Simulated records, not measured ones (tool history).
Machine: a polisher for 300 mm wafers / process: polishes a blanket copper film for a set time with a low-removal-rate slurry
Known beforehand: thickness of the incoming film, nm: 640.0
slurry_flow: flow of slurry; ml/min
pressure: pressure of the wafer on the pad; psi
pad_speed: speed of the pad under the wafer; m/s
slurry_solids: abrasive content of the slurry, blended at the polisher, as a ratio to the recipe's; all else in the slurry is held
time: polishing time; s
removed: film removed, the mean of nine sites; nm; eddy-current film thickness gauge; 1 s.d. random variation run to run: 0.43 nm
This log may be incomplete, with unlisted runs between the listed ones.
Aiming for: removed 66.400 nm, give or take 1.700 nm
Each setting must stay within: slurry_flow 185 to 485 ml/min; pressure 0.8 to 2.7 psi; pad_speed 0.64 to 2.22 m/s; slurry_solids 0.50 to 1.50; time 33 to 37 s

| run | hour | slurry_flow | pressure | pad_speed | slurry_solids | time | removed |
|---|---|---|---|---|---|---|---|
| 1 | 0.0 | 310 | 1.7 | 1.42 | 1.00 | 37 | 93.434 |
| 2 | 5.8 | 310 | 1.5 | 1.42 | 1.00 | 37 | 83.923 |
| 3 | 8.6 | 310 | 1.4 | 1.42 | 1.00 | 37 | 79.571 |
| 4 | 10.5 | 310 | 1.4 | 1.68 | 1.00 | 37 | 93.600 |
| 5 | 16.0 | 310 | 1.2 | 1.68 | 1.00 | 37 | 83.197 |
| 6 | 23.8 | 365 | 1.2 | 1.68 | 1.00 | 37 | 83.566 |
| 7 | 27.8 | 365 | 1.2 | 1.68 | 1.00 | 37 | 83.792 |
| 8 | 34.0 | 365 | 1.2 | 1.68 | 1.00 | 37 | 83.785 |
| 9 | 38.7 | 365 | 1.1 | 1.68 | 1.00 | 37 | 78.328 |
| 10 | 44.3 | 365 | 1.0 | 1.68 | 1.00 | 37 | 72.824 |

Consider the 5 candidate settings below. Which is the only one whose results all fall within their allowed miss of target?
| A | 49.9 | 355 | 1.5 | 1.22 | 0.90 | 33 | ? |
| B | 49.9 | 325 | 1.1 | 1.74 | 0.90 | 36 | ? |
| C | 49.9 | 365 | 1.0 | 1.58 | 1.30 | 34 | ? |
| D | 49.9 | 335 | 1.1 | 1.80 | 0.95 | 37 | ? |
| E | 49.9 | 320 | 1.1 | 1.96 | 1.05 | 34 | ? |

| move | removed |
|---|---|
| A | 63.525 |
| B | 75.983 |
| C | 66.253 |
| D | 81.819 |
| E | 83.137 |
A: takes the result that was furthest off past its target
B: the biggest miss grows against the last run
C: all results land within tolerance of their targets
D: the biggest miss grows against the last run
E: the biggest miss grows against the last run
Move C is the one to make.

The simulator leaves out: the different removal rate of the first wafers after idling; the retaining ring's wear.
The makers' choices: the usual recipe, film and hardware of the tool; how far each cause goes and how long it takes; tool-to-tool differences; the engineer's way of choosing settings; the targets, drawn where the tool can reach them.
